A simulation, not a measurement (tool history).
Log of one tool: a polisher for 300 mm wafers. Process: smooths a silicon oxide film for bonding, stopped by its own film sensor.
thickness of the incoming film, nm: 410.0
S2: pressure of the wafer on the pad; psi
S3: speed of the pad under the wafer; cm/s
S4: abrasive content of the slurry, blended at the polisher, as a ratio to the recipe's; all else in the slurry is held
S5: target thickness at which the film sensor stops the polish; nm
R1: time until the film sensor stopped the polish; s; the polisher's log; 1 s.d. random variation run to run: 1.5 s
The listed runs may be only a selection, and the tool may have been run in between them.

Run 1, day 0.000: flow of slurry (ml/min) 205, S2 1.9 psi, S3 114 cm/s, S4 1.0, S5 308 nm. Result: R1 147.21 s.
Run 2, day 0.112: flow of slurry (ml/min) 200, S2 1.8 psi, S3 114 cm/s, S4 1.0, S5 308 nm. Result: R1 149.25 s.
Run 3, day 0.362: flow of slurry (ml/min) 200, S2 1.7 psi, S3 114 cm/s, S4 1.0, S5 308 nm. Result: R1 157.77 s.
Run 4, day 0.625: flow of slurry (ml/min) 200, S2 1.7 psi, S3 136 cm/s, S4 1.0, S5 308 nm. Result: R1 135.27 s.
At day 0.742: slurry blender recalibrated.
Run 5, day 0.742: flow of slurry (ml/min) 200, S2 1.7 psi, S3 136 cm/s, S4 1.2, S5 308 nm. Result: R1 112.24 s.
Run 6, day 0.883: flow of slurry (ml/min) 200, S2 1.5 psi, S3 132 cm/s, S4 1.2, S5 308 nm. Result: R1 123.88 s.

Run 7 is up next; what results do you expect?
Run 7, day 0.992: flow of slurry (ml/min) 200, S2 1.3 psi, S3 126 cm/s, S4 1.2, S5 308 nm. Result: R1 ?.

{"run 7": {"R1": 142.54}}
